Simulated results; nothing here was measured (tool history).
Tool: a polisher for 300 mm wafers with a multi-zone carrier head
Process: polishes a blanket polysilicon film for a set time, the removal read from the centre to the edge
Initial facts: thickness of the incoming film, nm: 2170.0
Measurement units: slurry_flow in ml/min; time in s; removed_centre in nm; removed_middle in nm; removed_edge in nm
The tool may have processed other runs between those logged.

run,day,slurry_flow,centre_zone,middle_zone,edge_zone,time,removed_centre,removed_middle,removed_edge
1,0,295,1,1,1,35,430.76,437.77,433.19
2,0.075,295,1,1,0.93,35,427.01,429.19,407.92
3,0.171,255,1,1,0.93,35,416.9,423.68,405.48
4,0.458,255,1,1,0.93,27,328.6,329.72,313.92
5,0.567,255,1,0.93,0.93,27,321.32,312.81,312.32
6,0.588,280,1.03,0.99,0.98,31,387.45,377.78,367.11
7,0.812,295,1.05,1.02,1.02,34,427.71,429.09,412.43
8,1.108,315,1.07,1.03,1.05,37,477.11,470.28,463.14
9,1.338,330,1.09,1.06,1.07,39,511.33,500.51,503.5
10,1.704,335,1.11,1.09,1.06,41,546.09,552.76,513.95

Run 11 is up next; what results do you expect?
11,1.871,345,1.13,1.1,1.08,42,?,?,?

{"run 11": {"removed_centre": 573.31, "removed_middle": 567.04, "removed_edge": 546.98}}

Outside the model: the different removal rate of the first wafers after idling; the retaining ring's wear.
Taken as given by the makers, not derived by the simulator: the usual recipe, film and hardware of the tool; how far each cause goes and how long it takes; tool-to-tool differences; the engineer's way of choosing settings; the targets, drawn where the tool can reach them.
